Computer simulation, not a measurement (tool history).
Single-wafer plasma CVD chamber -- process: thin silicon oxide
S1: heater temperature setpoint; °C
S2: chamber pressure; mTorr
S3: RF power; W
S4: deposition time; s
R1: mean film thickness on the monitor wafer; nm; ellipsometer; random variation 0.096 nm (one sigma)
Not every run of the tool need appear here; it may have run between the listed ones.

run,day,S1,S2,S3,S4,R1
1,0.000,390,798,285,13.7,25.077
2,0.133,400,798,285,13.7,24.839
3,0.300,400,798,305,13.7,25.725
4,0.525,400,798,305,13.7,25.700
5,0.583,392,798,305,13.7,25.796
6,0.704,392,726,305,13.7,23.566
7,1.058,392,678,305,13.7,22.312

Expected results for the next run?
8,1.346,392,641,305,13.7,?

R1: 21.102 nm

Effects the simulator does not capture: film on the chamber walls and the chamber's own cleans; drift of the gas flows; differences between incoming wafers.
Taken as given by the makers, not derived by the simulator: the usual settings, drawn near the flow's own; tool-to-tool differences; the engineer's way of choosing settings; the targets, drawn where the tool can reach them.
